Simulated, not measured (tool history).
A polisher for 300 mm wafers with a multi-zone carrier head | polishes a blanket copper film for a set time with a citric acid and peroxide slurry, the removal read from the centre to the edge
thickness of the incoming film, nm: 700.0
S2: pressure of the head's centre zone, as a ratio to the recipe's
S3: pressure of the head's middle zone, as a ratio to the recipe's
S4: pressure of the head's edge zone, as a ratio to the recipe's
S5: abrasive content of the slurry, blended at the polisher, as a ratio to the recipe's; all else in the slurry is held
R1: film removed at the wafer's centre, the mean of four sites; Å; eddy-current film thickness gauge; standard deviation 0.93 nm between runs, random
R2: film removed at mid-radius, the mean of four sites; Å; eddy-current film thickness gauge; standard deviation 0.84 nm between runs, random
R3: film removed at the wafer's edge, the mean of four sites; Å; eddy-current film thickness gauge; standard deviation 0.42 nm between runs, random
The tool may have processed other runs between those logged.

Run 1, hour 0: flow of slurry (ml/min) 180, S2 1, S3 1, S4 1, S5 1, polishing time (s) 40. Result: R1 842.18 Å, R2 813.57 Å, R3 835.39 Å.
Run 2, hour 3.6: flow of slurry (ml/min) 180, S2 1, S3 1, S4 1, S5 1, polishing time (s) 30. Result: R1 637.08 Å, R2 617.87 Å, R3 630.03 Å.
Run 3, hour 6.8: flow of slurry (ml/min) 195, S2 0.99, S3 1.03, S4 1.01, S5 1, polishing time (s) 30. Result: R1 642.39 Å, R2 632.51 Å, R3 641.77 Å.
Run 4, hour 7.8: flow of slurry (ml/min) 195, S2 0.95, S3 1.03, S4 1.01, S5 1, polishing time (s) 30. Result: R1 597.22 Å, R2 634.81 Å, R3 641.12 Å.
Run 5, hour 12: flow of slurry (ml/min) 195, S2 0.95, S3 0.95, S4 1.01, S5 1, polishing time (s) 30. Result: R1 609.05 Å, R2 591.27 Å, R3 638.22 Å.
Run 6, hour 19.7: flow of slurry (ml/min) 195, S2 0.95, S3 0.95, S4 0.97, S5 1, polishing time (s) 30. Result: R1 597.52 Å, R2 595.88 Å, R3 632.4 Å.
Run 7, hour 23.8: flow of slurry (ml/min) 210, S2 0.96, S3 1, S4 0.97, S5 1.05, polishing time (s) 30. Result: R1 624.65 Å, R2 629.99 Å, R3 635.08 Å.

Run 8, settings as shown, results not yet in. Your forecast:
Run 8, hour 27.4: flow of slurry (ml/min) 215, S2 0.96, S3 1.04, S4 0.98, S5 1.1, polishing time (s) 30. Result: R1 ?, R2 ?, R3 ?.

{"run 8": {"R1": 616.97, "R2": 671.49, "R3": 641.98}}
